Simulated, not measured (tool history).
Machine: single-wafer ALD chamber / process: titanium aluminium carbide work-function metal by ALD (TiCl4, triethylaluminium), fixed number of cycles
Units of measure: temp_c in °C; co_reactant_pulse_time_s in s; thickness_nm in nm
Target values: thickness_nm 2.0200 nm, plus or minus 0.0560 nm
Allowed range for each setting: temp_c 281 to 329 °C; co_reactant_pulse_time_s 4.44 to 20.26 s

| run | hour | temp_c | co_reactant_pulse_time_s | thickness_nm |
|---|---|---|---|---|
| 1 | 0.0 | 305 | 12.35 | 2.3481 |
| 2 | 7.0 | 305 | 14.44 | 2.3660 |
| 3 | 12.9 | 305 | 17.14 | 2.3735 |
| 4 | 19.0 | 305 | 15.04 | 2.3623 |
| 5 | 26.5 | 305 | 17.49 | 2.3855 |
| 6 | 29.1 | 305 | 15.72 | 2.3846 |
| 7 | 36.3 | 300 | 13.57 | 2.3066 |
| 8 | 41.5 | 296 | 11.83 | 2.2443 |
| 9 | 46.8 | 293 | 10.42 | 2.1876 |
| 10 | 51.7 | 291 | 9.72 | 2.1483 |
| 11 | 55.6 | 289 | 9.42 | 2.1023 |

4 next moves are on the table. One of them brings every result within its allowed miss. Which?
| A | 59.5 | 283 | 6.51 | ? |
| B | 59.5 | 296 | 8.97 | ? |
| C | 59.5 | 281 | 8.66 | ? |
| D | 59.5 | 281 | 6.78 | ? |

| move | thickness_nm |
|---|---|
| A | 1.8655 |
| B | 2.1686 |
| C | 1.9995 |
| D | 1.8733 |
A: takes the biggest miss from the last run beyond its target
B: lands further from the targets than the last run did
C: every result within its allowed miss
D: takes the biggest miss from the last run beyond its target
Move C is the one to make.
